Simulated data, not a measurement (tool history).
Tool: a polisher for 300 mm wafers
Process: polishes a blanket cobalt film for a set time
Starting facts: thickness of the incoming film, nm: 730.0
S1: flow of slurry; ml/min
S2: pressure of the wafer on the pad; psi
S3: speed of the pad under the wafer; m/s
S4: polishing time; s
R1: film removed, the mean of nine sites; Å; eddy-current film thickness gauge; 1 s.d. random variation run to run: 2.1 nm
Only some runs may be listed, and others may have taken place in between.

run 1 hour=0.0 | S1=215 S2=2.0 S3=0.76 S4=64 | R1=2433.5
run 2 hour=4.8 | S1=245 S2=2.0 S3=0.76 S4=64 | R1=2475.2
run 3 hour=6.7 | S1=205 S2=2.0 S3=0.76 S4=64 | R1=2410.2
run 4 hour=12.6 | S1=205 S2=1.7 S3=0.76 S4=64 | R1=2135.8
run 5 hour=13.7 | S1=210 S2=1.9 S3=0.76 S4=64 | R1=2342.3
run 6 hour=18.8 | S1=230 S2=1.9 S3=0.76 S4=64 | R1=2352.7
run 7 hour=19.5 | S1=235 S2=2.1 S3=0.76 S4=64 | R1=2529.8
run 8 hour=23.4 | S1=235 S2=2.2 S3=0.76 S4=64 | R1=2627.4
run 9 hour=28.3 | S1=235 S2=2.3 S3=0.76 S4=64 | R1=2737.5
run 10 hour=32.5 | S1=240 S2=2.4 S3=0.76 S4=64 | R1=2801.6

Run 11 has not been measured yet. What should we expect?
run 11 hour=36.1 | S1=245 S2=2.5 S3=0.76 S4=64 | R1=?

Run 11 gave R1 2877.2 Å.
